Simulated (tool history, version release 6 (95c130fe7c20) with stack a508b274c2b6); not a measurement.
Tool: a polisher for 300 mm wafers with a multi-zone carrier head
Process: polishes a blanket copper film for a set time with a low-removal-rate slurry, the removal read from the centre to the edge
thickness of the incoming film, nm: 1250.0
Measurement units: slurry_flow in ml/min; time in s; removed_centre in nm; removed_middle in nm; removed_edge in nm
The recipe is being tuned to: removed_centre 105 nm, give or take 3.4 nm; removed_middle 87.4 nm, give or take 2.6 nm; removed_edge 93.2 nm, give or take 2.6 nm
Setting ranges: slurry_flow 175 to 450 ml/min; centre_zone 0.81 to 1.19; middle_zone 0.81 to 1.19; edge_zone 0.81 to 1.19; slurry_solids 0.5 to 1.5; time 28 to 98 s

Run 1, day 0: slurry_flow 290 ml/min, centre_zone 1, middle_zone 1, edge_zone 1, slurry_solids 1, time 63 s. Result: removed_centre 78.188 nm, removed_middle 74.36 nm, removed_edge 77.685 nm.
Run 2, day 0.275: slurry_flow 300 ml/min, centre_zone 1.05, middle_zone 1.02, edge_zone 1.04, slurry_solids 1.1, time 63 s. Result: removed_centre 82.511 nm, removed_middle 77.538 nm, removed_edge 79.786 nm.
Run 3, day 0.633: slurry_flow 300 ml/min, centre_zone 1.11, middle_zone 1.02, edge_zone 1.04, slurry_solids 1.1, time 63 s. Result: removed_centre 87.232 nm, removed_middle 78.323 nm, removed_edge 78.645 nm.
Run 4, day 0.988: slurry_flow 300 ml/min, centre_zone 1.11, middle_zone 0.99, edge_zone 1.04, slurry_solids 1.1, time 63 s. Result: removed_centre 88.025 nm, removed_middle 77.097 nm, removed_edge 78.815 nm.
At day 1.288: slurry nozzle cleaned.
Run 5, day 1.288: slurry_flow 300 ml/min, centre_zone 1.11, middle_zone 0.99, edge_zone 1.04, slurry_solids 1.1, time 73 s. Result: removed_centre 102.56 nm, removed_middle 90.696 nm, removed_edge 95.041 nm.
Run 6, day 1.479: slurry_flow 360 ml/min, centre_zone 1.11, middle_zone 0.99, edge_zone 1.04, slurry_solids 1.1, time 73 s. Result: removed_centre 107.6 nm, removed_middle 91.298 nm, removed_edge 96.012 nm.
Run 7, day 1.754: slurry_flow 355 ml/min, centre_zone 1.11, middle_zone 0.98, edge_zone 1.03, slurry_solids 1.1, time 73 s. Result: removed_centre 107.45 nm, removed_middle 91.464 nm, removed_edge 95.132 nm.
Run 8, day 2.079: slurry_flow 355 ml/min, centre_zone 1.11, middle_zone 0.98, edge_zone 1.03, slurry_solids 1.1, time 73 s. Result: removed_centre 105.94 nm, removed_middle 91.805 nm, removed_edge 94.711 nm.

5 candidate next runs follow, results not yet known. Just one meets every target within its allowed miss. Identify it.
Run A, day 2.404: slurry_flow 410 ml/min, centre_zone 1.17, middle_zone 1.06, edge_zone 1.01, slurry_solids 1, time 71 s. Result: removed_centre ?, removed_middle ?, removed_edge ?.
Run B, day 2.404: slurry_flow 445 ml/min, centre_zone 1.1, middle_zone 0.93, edge_zone 1.07, slurry_solids 1, time 75 s. Result: removed_centre ?, removed_middle ?, removed_edge ?.
Run C, day 2.404: slurry_flow 370 ml/min, centre_zone 1.15, middle_zone 0.99, edge_zone 1.07, slurry_solids 0.85, time 74 s. Result: removed_centre ?, removed_middle ?, removed_edge ?.
Run D, day 2.404: slurry_flow 360 ml/min, centre_zone 1.11, middle_zone 0.95, edge_zone 1.08, slurry_solids 1.15, time 73 s. Result: removed_centre ?, removed_middle ?, removed_edge ?.
Run E, day 2.404: slurry_flow 355 ml/min, centre_zone 1.14, middle_zone 1.08, edge_zone 0.97, slurry_solids 1, time 74 s. Result: removed_centre ?, removed_middle ?, removed_edge ?.

move  removed_centre  removed_middle  removed_edge
   A          107.67          93.157        89.515
   B          107.53          89.301        97.844
   C          105.27          87.891        91.937
   D          107.44          90.017        97.771
   E          108.15          97.564        90.756
A: the biggest miss grows against the last run
B: brings the last run's worst result on target, with another outside its allowed miss
C: every result within its allowed miss
D: no better and no worse than the last run
E: the biggest miss grows against the last run
Answer: C

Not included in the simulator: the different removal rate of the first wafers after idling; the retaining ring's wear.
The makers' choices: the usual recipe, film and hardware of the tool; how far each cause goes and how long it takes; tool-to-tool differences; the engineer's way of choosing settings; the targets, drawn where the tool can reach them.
